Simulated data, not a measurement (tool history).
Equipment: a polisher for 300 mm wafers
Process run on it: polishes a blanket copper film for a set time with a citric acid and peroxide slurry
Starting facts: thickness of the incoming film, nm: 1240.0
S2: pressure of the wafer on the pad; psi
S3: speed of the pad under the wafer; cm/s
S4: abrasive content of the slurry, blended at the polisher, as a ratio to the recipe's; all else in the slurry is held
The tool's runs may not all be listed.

{"run": 1, "hour": 0.0, "flow of slurry (ml/min)": 280, "S2": 4.2, "S3": 96, "S4": 1.0, "polishing time (s)": 64, "film removed (Å)": 1915.5}
{"run": 2, "hour": 7.6, "flow of slurry (ml/min)": 280, "S2": 4.2, "S3": 108, "S4": 1.0, "polishing time (s)": 64, "film removed (Å)": 2124.6}
{"run": 3, "hour": 11.5, "flow of slurry (ml/min)": 280, "S2": 4.2, "S3": 108, "S4": 1.1, "polishing time (s)": 64, "film removed (Å)": 2138.8}
{"run": 4, "hour": 12.9, "flow of slurry (ml/min)": 280, "S2": 4.4, "S3": 108, "S4": 1.1, "polishing time (s)": 64, "film removed (Å)": 2219.9}
{"run": 5, "hour": 15.8, "flow of slurry (ml/min)": 280, "S2": 4.4, "S3": 108, "S4": 0.9, "polishing time (s)": 64, "film removed (Å)": 2155.3}
{"run": 6, "hour": 18.2, "flow of slurry (ml/min)": 280, "S2": 4.6, "S3": 108, "S4": 0.9, "polishing time (s)": 64, "film removed (Å)": 2223.9}
{"run": 7, "hour": 24.5, "flow of slurry (ml/min)": 280, "S2": 4.8, "S3": 108, "S4": 0.9, "polishing time (s)": 64, "film removed (Å)": 2355.3}

What does the tool deliver on the next run?
{"run": 8, "hour": 27.5, "flow of slurry (ml/min)": 280, "S2": 4.9, "S3": 108, "S4": 0.9, "polishing time (s)": 64, "film removed (Å)": "?"}

Run 8 gave film removed (Å) 2346.3.
